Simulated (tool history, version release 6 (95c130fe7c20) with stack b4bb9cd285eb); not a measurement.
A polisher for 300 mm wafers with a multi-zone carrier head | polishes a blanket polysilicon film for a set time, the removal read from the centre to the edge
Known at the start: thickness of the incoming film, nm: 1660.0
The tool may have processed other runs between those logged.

| run | day | flow of slurry (ml/min) | pressure of the head's centre zone | pressure of the head's middle zone | pressure of the head's edge zone | polishing time (s) | film removed at the wafer's centre (Å) | film removed at mid-radius (Å) | film removed at the wafer's edge (Å) |
|---|---|---|---|---|---|---|---|---|---|
| 1 | 0 | 165 | 1 | 1 | 1 | 38 | 3345.4 | 3590.5 | 3560 |
| 2 | 0.233 | 165 | 1 | 1.04 | 1 | 38 | 3393.5 | 3714.3 | 3599.5 |
| 3 | 0.438 | 125 | 1 | 1.04 | 1 | 38 | 3143.5 | 3519.3 | 3462.3 |
| 4 | 0.55 | 125 | 1.05 | 1.04 | 1 | 38 | 3287.3 | 3534 | 3424.6 |
| 5 | 0.592 | 125 | 1.05 | 1.11 | 1 | 38 | 3310 | 3724.5 | 3489.9 |
| 6 | 0.883 | 125 | 1.11 | 1.11 | 1 | 38 | 3533.6 | 3688.4 | 3480.8 |
| 7 | 1.012 | 140 | 1.12 | 1.08 | 1.03 | 39 | 3718.1 | 3761.9 | 3648.3 |
| 8 | 1.342 | 155 | 1.13 | 1.05 | 1.05 | 41 | 4114.8 | 3968.3 | 3936 |

What does the tool deliver on the next run?
| 9 | 1.4 | 165 | 1.14 | 1.03 | 1.07 | 42 | ? | ? | ? |

{"run 9": {"film removed at the wafer's centre (Å)": 4276.2, "film removed at mid-radius (Å)": 4057.2, "film removed at the wafer's edge (Å)": 4051}}
